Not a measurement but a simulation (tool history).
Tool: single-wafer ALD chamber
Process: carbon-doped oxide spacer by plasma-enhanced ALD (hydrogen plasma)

run  hour  heater temperature setpoint (deg C)  number of ALD cycles (cycles)  mean film thickness on the monitor wafer (nm)
  1   0.0                                  405                            295                                         13.860
  2   7.8                                  413                            295                                         13.598
  3  12.6                                  410                            298                                         13.751
  4  15.9                                  407                            300                                         14.005
  5  22.1                                  403                            300                                         14.369
  6  28.1                                  403                            284                                         13.426
  7  33.7                                  400                            286                                         13.638
  8  36.3                                  398                            288                                         13.806

Run 9 comes next. What will it give?
  9  45.8                                  396                            290                                              ?

Run 9 gave mean film thickness on the monitor wafer (nm) 13.841.
